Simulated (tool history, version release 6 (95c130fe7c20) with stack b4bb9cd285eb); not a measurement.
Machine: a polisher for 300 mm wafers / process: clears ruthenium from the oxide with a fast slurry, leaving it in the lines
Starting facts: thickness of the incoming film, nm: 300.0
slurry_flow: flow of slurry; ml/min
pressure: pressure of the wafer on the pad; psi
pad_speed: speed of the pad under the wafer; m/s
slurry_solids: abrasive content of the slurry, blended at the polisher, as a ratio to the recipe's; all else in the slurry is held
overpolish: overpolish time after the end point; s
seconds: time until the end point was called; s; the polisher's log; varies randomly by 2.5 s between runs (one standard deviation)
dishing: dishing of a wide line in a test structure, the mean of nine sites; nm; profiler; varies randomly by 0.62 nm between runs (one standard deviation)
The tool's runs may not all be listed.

run  hour  slurry_flow  pressure  pad_speed  slurry_solids  overpolish  seconds  dishing
  1   0.0          200       2.7       0.92           1.00          28   92.679   50.476
  2   6.6          200       2.7       0.92           1.15          28   87.041   55.378
  3  14.4          165       2.7       0.92           1.15          28   90.007   54.116
  4  19.9          165       2.5       0.90           1.10          24   97.405   44.643
  5  21.9          165       2.5       0.90           1.25          24   92.556   46.662
  6  29.6          165       2.2       0.90           1.25          22  102.790   41.913

Run 7 has not been measured yet. What should we expect?
  7  36.6          165       2.2       0.90           1.25          22        ?        ?

Run 7 yielded seconds 108.040 s, dishing 39.275 nm.
